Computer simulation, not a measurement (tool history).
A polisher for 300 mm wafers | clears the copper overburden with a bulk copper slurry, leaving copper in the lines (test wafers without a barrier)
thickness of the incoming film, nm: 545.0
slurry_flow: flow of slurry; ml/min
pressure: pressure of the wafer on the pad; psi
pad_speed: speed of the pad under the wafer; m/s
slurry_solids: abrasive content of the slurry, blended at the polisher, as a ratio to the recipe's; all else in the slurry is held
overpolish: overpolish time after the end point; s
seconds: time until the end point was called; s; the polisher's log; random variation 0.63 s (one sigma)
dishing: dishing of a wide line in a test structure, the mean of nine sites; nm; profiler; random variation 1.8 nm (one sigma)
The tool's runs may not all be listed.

run  hour  slurry_flow  pressure  pad_speed  slurry_solids  overpolish  seconds  dishing
  1     0          125       2.3       0.86              1          21   76.214   57.232
  2   4.2          100       2.3       0.86              1          21   80.739   58.059
  3  10.5          100       2.3       0.86            0.9          21   81.283   52.971
  4  19.3          100       1.8       0.86            0.9          21      106   49.129
  5  27.5          100       1.8       0.86           1.05          21   101.38   49.943
  6  29.2          110         2       0.86           1.05          23   87.736   54.653
  7  33.7          145       2.4       0.86           1.05          33   71.194   70.108
  8    41          150       2.4       0.86           1.05          33   69.822    67.62
  9  41.7          155       2.4       0.86           1.05          34   68.542    70.79
 10  42.5          160       2.4       0.86           1.05          34   69.682     67.3
 11  45.8          160       2.4       0.86           1.05          35    69.02   69.565
 12  52.5          165       2.4       0.86           1.05          35   68.109   70.076

Forecast run 13:
 13  56.5          170       2.4       0.86           1.05          35        ?        ?

Run 13 gave seconds 69.555 s, dishing 70.826 nm.
